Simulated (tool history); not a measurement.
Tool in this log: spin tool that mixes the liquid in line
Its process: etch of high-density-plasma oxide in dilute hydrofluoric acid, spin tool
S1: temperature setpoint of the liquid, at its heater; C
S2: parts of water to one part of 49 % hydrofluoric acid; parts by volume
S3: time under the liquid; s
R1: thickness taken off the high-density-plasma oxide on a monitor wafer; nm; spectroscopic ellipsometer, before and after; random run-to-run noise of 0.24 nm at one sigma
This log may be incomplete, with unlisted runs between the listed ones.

run    day    S1  S2   S3      R1
  1  0.000  23.0  65  305  26.560
  2  0.246  25.0  60  305  31.410
  3  0.317  25.0  80  305  22.855
  4  0.617  25.0  60  305  31.397
  5  0.792  25.0  60  305  31.448
  6  1.167  26.5  55  305  36.755
  7  1.450  27.5  55  305  38.138
  8  1.783  28.5  55  305  39.578
  9  2.058  29.0  55  305  40.389
 10  2.212  29.5  55  305  41.405

Expected results for the next run?
 11  2.504  30.0  55  305   ?

{"run 11": {"R1": 41.856}}

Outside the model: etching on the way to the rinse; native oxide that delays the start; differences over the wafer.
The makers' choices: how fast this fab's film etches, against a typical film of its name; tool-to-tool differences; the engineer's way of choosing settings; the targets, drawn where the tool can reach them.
